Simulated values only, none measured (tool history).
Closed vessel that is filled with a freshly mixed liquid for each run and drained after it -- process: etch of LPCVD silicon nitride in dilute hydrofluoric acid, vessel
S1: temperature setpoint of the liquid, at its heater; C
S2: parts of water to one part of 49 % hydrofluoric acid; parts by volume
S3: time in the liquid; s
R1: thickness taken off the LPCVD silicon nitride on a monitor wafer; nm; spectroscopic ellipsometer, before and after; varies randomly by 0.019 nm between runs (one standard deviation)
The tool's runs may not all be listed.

run  hour    S1  S2   S3      R1
  1   0.0  22.0  45  695  6.2056
  2   1.4  22.0  60  695  4.6549
  3  10.9  22.0  60  695  4.6932
  4  20.6  22.0  60  490  3.2782
  5  23.4  25.0  60  490  4.0202
  6  31.0  23.5  60  490  3.6461
  7  40.7  22.5  60  490  3.4164
  8  43.8  22.0  60  490  3.2901
  9  50.0  21.5  60  490  3.1760
 10  59.2  21.0  60  490  3.0965

Estimate the outcome of run 11 from the log above:
 11  62.0  20.5  60  490   ?

For run 11 the tool returned R1 2.9728 nm.

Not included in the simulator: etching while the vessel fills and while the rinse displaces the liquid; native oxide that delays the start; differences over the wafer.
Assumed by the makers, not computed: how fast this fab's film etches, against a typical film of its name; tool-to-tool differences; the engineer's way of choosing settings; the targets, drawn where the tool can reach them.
